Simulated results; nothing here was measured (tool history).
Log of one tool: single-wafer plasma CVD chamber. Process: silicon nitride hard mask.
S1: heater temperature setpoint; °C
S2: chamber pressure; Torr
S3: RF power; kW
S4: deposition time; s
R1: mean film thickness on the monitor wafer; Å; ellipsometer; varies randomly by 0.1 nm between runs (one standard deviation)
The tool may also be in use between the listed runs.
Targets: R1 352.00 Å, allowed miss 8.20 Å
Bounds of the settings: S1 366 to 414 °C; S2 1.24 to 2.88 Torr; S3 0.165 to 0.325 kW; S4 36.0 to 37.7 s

| run | hour | S1 | S2 | S3 | S4 | R1 |
|---|---|---|---|---|---|---|
| 1 | 0.0 | 390 | 2.06 | 0.245 | 37.7 | 426.08 |
| 2 | 8.1 | 390 | 2.00 | 0.240 | 37.6 | 415.69 |
| 3 | 16.9 | 390 | 1.94 | 0.235 | 37.5 | 406.92 |
| 4 | 21.4 | 383 | 1.94 | 0.235 | 37.5 | 404.75 |
| 5 | 27.3 | 391 | 1.94 | 0.235 | 37.5 | 404.93 |
| 6 | 28.2 | 391 | 1.94 | 0.235 | 37.7 | 407.03 |
| 7 | 30.5 | 391 | 1.89 | 0.230 | 37.7 | 401.81 |
| 8 | 31.7 | 391 | 1.85 | 0.225 | 37.6 | 388.28 |
| 9 | 40.6 | 391 | 1.80 | 0.225 | 37.6 | 387.41 |
| 10 | 48.6 | 391 | 1.76 | 0.225 | 37.6 | 383.47 |
| 11 | 52.9 | 391 | 1.71 | 0.225 | 37.6 | 382.89 |
| 12 | 61.5 | 391 | 1.68 | 0.225 | 37.6 | 380.47 |
| 13 | 65.4 | 391 | 1.35 | 0.210 | 37.4 | 340.29 |
| 14 | 74.1 | 391 | 1.37 | 0.210 | 37.4 | 339.14 |
| 15 | 75.8 | 391 | 1.39 | 0.210 | 37.4 | 342.41 |
| 16 | 81.1 | 391 | 1.40 | 0.210 | 37.4 | 342.89 |
| 17 | 83.8 | 391 | 1.41 | 0.210 | 37.4 | 343.57 |

Next run, 5 choices. One meets every target within its allowed miss, the rest don't. Which?
| A | 86.5 | 394 | 1.24 | 0.220 | 36.0 | ? |
| B | 86.5 | 391 | 1.36 | 0.215 | 37.7 | ? |
| C | 86.5 | 403 | 1.87 | 0.195 | 36.0 | ? |
| D | 86.5 | 399 | 1.62 | 0.185 | 37.7 | ? |
| E | 86.5 | 397 | 1.86 | 0.195 | 36.0 | ? |

| move | R1 |
|---|---|
| A | 330.24 |
| B | 349.36 |
| C | 336.85 |
| D | 327.74 |
| E | 337.14 |
A: further off than the last run
B: all results in spec
C: further off than the last run
D: further off than the last run
E: further off than the last run
Answer: B
